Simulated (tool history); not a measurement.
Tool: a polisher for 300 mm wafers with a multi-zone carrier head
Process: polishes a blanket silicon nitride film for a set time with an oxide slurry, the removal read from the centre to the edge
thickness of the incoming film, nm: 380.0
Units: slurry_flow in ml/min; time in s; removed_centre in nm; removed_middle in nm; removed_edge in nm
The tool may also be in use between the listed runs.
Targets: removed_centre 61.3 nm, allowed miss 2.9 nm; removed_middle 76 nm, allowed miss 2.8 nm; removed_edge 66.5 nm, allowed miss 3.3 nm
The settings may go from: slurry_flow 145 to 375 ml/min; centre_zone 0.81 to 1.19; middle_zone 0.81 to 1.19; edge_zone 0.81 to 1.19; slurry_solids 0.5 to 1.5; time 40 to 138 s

run,hour,slurry_flow,centre_zone,middle_zone,edge_zone,slurry_solids,time,removed_centre,removed_middle,removed_edge
1,0,240,1,1,1,1,88,55.876,56.72,55.975
2,8.6,240,1,1,1,0.8,88,48.186,49.047,49.55
3,12.3,240,0.99,1.02,1.01,0.85,88,49.378,51.433,51.739
4,20.5,245,0.98,1.04,1.01,0.9,88,50.779,56.3,53.321
5,24.5,245,0.98,1.04,1.01,0.9,79,46.578,49.606,47.608
6,28.9,245,0.95,1.04,1.01,0.9,79,45.29,49.097,48.827
7,34.8,245,0.95,1.05,1.02,0.95,79,46.42,51.962,51.432
8,38.4,250,0.96,1.07,1.03,1,79,48.928,53.146,51.379
9,46.4,240,0.86,1.16,1,1.25,92,56.841,73.75,66.763
# hour 53.6: slurry nozzle cleaned
10,53.6,245,0.87,1.16,1,1.25,92,63.005,77.357,70.439
11,59.8,245,0.87,1.16,0.99,1.25,92,61.858,79.155,72.328
12,65,240,0.88,1.16,0.99,1.25,92,62.089,77.931,70.331

Which of these 4 next moves meets every target?
A,70.2,225,0.82,1.06,1.07,1.5,88,?,?,?
B,70.2,230,0.83,1.08,1.01,1.35,95,?,?,?
C,70.2,230,0.91,1.17,0.98,1.3,87,?,?,?
D,70.2,245,0.81,1,1.02,1.35,96,?,?,?

move,removed_centre,removed_middle,removed_edge
A,61.058,76.696,73.673
B,64.053,80.44,74.11
C,63.315,76.418,65.706
D,63.671,77.882,75.749
A: further off than the last run
B: further off than the last run
C: meets every target
D: further off than the last run
Move C is the one to make.
